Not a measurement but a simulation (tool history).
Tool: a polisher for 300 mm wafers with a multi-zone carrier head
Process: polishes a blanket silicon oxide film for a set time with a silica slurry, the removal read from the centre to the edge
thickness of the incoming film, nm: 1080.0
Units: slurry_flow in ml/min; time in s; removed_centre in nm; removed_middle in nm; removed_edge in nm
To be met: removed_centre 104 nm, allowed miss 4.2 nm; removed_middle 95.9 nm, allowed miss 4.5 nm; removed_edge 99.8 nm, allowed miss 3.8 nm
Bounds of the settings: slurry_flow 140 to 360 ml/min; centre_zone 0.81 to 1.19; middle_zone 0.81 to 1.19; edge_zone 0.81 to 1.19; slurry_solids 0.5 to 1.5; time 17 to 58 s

run	hour	slurry_flow	centre_zone	middle_zone	edge_zone	slurry_solids	time	removed_centre	removed_middle	removed_edge
1	0	230	1	1	1	1	37	152.49	144.56	148.02
2	8.8	230	1	1	1.07	1	37	151.32	149.74	152.75
3	11.5	230	1	0.94	1.07	1	37	151.74	140.57	148.48
4	12.4	200	1	0.94	1.07	1	37	149.1	138.97	147.23
5	20	200	0.98	0.94	1.02	0.85	36	133.27	123.4	134.68
6	22.2	200	1.04	0.94	1.02	0.85	36	142.79	129.74	132.39
7	23.6	200	1.03	0.94	1	0.75	34	127.93	115.7	120.45
8	32	200	0.99	0.96	0.9	0.5	31	94.975	92.671	90.752

5 next moves are on the table. One of them brings every result within its allowed miss. Which?
A	40.4	185	0.86	0.91	0.94	0.55	34	?	?	?
B	40.4	175	0.98	1.07	0.96	0.7	26	?	?	?
C	40.4	225	1.16	1.12	0.86	0.6	27	?	?	?
D	40.4	220	0.96	0.88	0.86	0.5	34	?	?	?
E	40.4	245	0.95	0.98	0.9	0.6	29	?	?	?

move	removed_centre	removed_middle	removed_edge
A	92.466	99.803	103.8
B	87.611	94.349	86.937
C	106.24	99.658	84.169
D	102.59	96.212	98.914
E	94.384	97.213	92.804
A: takes the result that was furthest off past its target
B: further off than the last run
C: further off than the last run
D: meets every target
E: as far off as the last run
Answer: D

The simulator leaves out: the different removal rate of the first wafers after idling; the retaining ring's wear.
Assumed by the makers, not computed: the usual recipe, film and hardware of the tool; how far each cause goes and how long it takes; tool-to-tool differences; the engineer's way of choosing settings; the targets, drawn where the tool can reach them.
